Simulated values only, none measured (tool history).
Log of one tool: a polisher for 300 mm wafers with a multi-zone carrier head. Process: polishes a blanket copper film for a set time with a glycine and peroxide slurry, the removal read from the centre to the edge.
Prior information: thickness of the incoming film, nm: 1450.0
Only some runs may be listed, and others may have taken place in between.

run	hour	flow of slurry (ml/min)	pressure of the head's centre zone	pressure of the head's middle zone	pressure of the head's edge zone	polishing time (s)	film removed at the wafer's centre (Å)	film removed at mid-radius (Å)	film removed at the wafer's edge (Å)
1	0.0	155	1.00	1.00	1.00	35	1590.0	1587.5	1610.8
2	2.0	155	1.00	1.00	0.94	35	1607.7	1598.8	1609.0
3	3.1	140	0.98	0.95	0.95	34	1489.8	1491.9	1536.9
4	7.8	130	0.98	0.90	0.99	33	1448.1	1382.8	1498.3
5	11.3	130	0.98	0.90	0.99	28	1213.7	1165.7	1274.8
6	16.8	145	0.97	0.89	1.02	28	1222.1	1190.6	1305.3
7	20.3	160	1.00	0.84	1.12	29	1376.0	1224.8	1449.4
# hour 27.1: slurry nozzle cleaned
8	27.1	155	0.99	0.84	1.11	29	1410.6	1294.2	1494.4

The next listed run, before its measurement:
9	35.9	155	0.99	0.84	1.11	29	?	?	?

Run 9 yielded film removed at the wafer's centre (Å) 1446.1, film removed at mid-radius (Å) 1295.7, film removed at the wafer's edge (Å) 1507.5.
